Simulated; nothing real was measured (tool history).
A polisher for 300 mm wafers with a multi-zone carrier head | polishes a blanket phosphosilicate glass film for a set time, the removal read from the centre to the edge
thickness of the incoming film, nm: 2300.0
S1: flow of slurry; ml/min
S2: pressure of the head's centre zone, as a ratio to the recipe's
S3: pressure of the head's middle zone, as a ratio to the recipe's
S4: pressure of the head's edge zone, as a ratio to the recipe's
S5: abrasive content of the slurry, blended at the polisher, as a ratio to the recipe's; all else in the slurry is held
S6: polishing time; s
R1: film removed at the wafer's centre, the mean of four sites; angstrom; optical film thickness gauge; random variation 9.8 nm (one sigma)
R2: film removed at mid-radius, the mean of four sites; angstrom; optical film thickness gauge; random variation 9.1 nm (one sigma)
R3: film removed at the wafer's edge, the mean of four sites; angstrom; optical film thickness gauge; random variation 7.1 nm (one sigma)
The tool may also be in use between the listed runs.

Run 1, hour 0: S1 260 ml/min, S2 1, S3 1, S4 1, S5 1, S6 60 s. Result: R1 5678.1 angstrom, R2 5264.8 angstrom, R3 5651.3 angstrom.
Run 2, hour 4.7: S1 270 ml/min, S2 1.01, S3 1.06, S4 0.98, S5 1.05, S6 60 s. Result: R1 5802.2 angstrom, R2 5884.7 angstrom, R3 5733.9 angstrom.
Run 3, hour 6.7: S1 270 ml/min, S2 1.09, S3 1.06, S4 0.98, S5 1.05, S6 60 s. Result: R1 6273.5 angstrom, R2 5922.3 angstrom, R3 5544.8 angstrom.
Run 4, hour 9.4: S1 275 ml/min, S2 1.09, S3 1.09, S4 1, S5 1.1, S6 60 s. Result: R1 6270.4 angstrom, R2 6235.2 angstrom, R3 5780.9 angstrom.
Run 5, hour 17.5: S1 280 ml/min, S2 1.1, S3 1.11, S4 1, S5 1.15, S6 60 s. Result: R1 6585.4 angstrom, R2 6330.5 angstrom, R3 5864 angstrom.
Run 6, hour 25.1: S1 220 ml/min, S2 1.1, S3 1.11, S4 1, S5 1.15, S6 60 s. Result: R1 6484.3 angstrom, R2 6239.3 angstrom, R3 5906.4 angstrom.

Run 7 comes next. What will it give?
Run 7, hour 28.2: S1 225 ml/min, S2 1.09, S3 1.14, S4 0.99, S5 1.2, S6 60 s. Result: R1 ?, R2 ?, R3 ?.

{"run 7": {"R1": 6269.6, "R2": 6585.8, "R3": 5925.1}}
